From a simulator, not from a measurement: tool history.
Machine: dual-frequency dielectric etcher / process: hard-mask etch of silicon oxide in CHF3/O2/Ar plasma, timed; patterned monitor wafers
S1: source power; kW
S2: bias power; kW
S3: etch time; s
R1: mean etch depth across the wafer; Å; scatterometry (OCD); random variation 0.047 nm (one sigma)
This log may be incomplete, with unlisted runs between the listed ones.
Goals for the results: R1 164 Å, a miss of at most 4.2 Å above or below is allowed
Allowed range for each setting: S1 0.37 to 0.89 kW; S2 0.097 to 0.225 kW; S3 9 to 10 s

| run | hour | S1 | S2 | S3 | R1 |
|---|---|---|---|---|---|
| 1 | 0 | 0.63 | 0.161 | 10 | 186.43 |
| 2 | 6.9 | 0.63 | 0.171 | 10 | 191.12 |
| 3 | 8.6 | 0.58 | 0.167 | 10 | 184.46 |
| 4 | 15.2 | 0.54 | 0.167 | 10 | 181.26 |
| 5 | 21.7 | 0.54 | 0.15 | 10 | 172.95 |
| 6 | 28.8 | 0.54 | 0.15 | 9 | 156.02 |
| 7 | 36 | 0.56 | 0.151 | 9 | 157.7 |
| 8 | 41.7 | 0.57 | 0.152 | 9 | 158.86 |

Which of these 5 next moves meets every target?
| A | 47.4 | 0.56 | 0.145 | 9.5 | ? |
| B | 47.4 | 0.61 | 0.159 | 9.5 | ? |
| C | 47.4 | 0.61 | 0.156 | 9.5 | ? |
| D | 47.4 | 0.61 | 0.133 | 9 | ? |
| E | 47.4 | 0.53 | 0.17 | 9.5 | ? |

| move | R1 |
|---|---|
| A | 163.54 |
| B | 174.51 |
| C | 173.06 |
| D | 152.82 |
| E | 172.76 |
A: all results in spec
B: carries the result that was furthest off beyond its target, to the other side
C: carries the result that was furthest off beyond its target, to the other side
D: further off than the last run
E: carries the result that was furthest off beyond its target, to the other side
Correct choice: A, which meets every target
